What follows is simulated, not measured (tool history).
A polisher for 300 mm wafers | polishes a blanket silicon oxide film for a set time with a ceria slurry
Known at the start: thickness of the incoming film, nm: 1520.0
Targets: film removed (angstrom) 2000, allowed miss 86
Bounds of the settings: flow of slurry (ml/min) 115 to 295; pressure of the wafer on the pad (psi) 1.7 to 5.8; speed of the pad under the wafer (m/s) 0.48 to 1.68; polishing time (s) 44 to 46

run  hour  flow of slurry (ml/min)  pressure of the wafer on the pad (psi)  speed of the pad under the wafer (m/s)  polishing time (s)  film removed (angstrom)
  1     0                      190                                     3.7                                    1.08                  44                   2567.3
  2   8.5                      190                                     3.6                                    1.08                  44                   2556.5
  3  15.9                      190                                     3.5                                    1.08                  44                   2506.4
  4  21.2                      225                                     3.5                                    1.08                  44                   2509.7
  5  29.6                      225                                     3.5                                     1.2                  44                   2807.8
  6  33.8                      225                                     3.3                                     1.2                  44                   2594.1
  7  39.3                      225                                     3.2                                     1.2                  44                   2554.7
  8  45.4                      225                                     3.1                                     1.2                  44                   2433.6
  9  51.3                      225                                       3                                     1.2                  44                     2374

Which of these 5 next moves meets every target?
  A  57.2                      140                                     2.7                                    1.18                  45                        ?
  B  57.2                      225                                     3.3                                    1.06                  45                        ?
  C  57.2                      215                                     2.8                                    1.26                  46                        ?
  D  57.2                      230                                     3.4                                    1.34                  46                        ?
  E  57.2                      210                                     3.3                                    1.32                  46                        ?

move  film removed (angstrom)
   A                     2038
   B                   2426.7
   C                   2463.5
   D                   3170.5
   E                   3002.6
A: meets every target
B: further off than the last run
C: further off than the last run
D: further off than the last run
E: further off than the last run
Answer: A
